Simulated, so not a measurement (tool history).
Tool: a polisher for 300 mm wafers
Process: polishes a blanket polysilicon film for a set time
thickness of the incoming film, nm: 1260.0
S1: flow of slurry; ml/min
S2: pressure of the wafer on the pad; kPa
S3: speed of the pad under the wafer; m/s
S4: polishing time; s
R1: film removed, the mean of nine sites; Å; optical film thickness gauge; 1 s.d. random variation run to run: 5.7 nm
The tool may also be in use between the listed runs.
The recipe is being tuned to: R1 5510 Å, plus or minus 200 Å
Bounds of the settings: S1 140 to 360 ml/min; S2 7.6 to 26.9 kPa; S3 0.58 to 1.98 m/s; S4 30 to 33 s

run	hour	S1	S2	S3	S4	R1
1	0	230	17.2	1.28	33	3761.9
2	6.2	175	17.2	1.28	33	3563.4
3	14.4	190	18.6	1.28	33	3993.5
4	15.3	190	18.6	1.08	33	3449.9
5	17.9	165	18.6	1.08	33	3455.8
6	20	165	20.7	1.08	33	3726.8
7	25.6	175	22.1	1.1	33	4057.9
8	32.1	180	23.4	1.12	33	4395.2
9	36.9	180	23.4	1.12	33	4432
10	39.4	185	24.1	1.14	33	4684.2
11	43.1	190	24.8	1.14	33	4795.4
12	48.7	190	25.5	1.16	33	4871.4

Next run, 5 choices. One meets every target within its allowed miss, the rest don't. Which?
A	54.3	140	24.1	1.52	33	?
B	54.3	270	24.8	1.1	30	?
C	54.3	195	25.5	1.04	33	?
D	54.3	220	20.7	1.72	30	?
E	54.3	200	24.1	1.04	33	?

move	R1
A	5385.6
B	4383
C	4561.6
D	5043.5
E	4341.8
A: all results in spec
B: misses by more than the last run did
C: misses by more than the last run did
D: closer than the last run, but not yet in spec
E: misses by more than the last run did
A is the move that brings every result within its allowed miss.
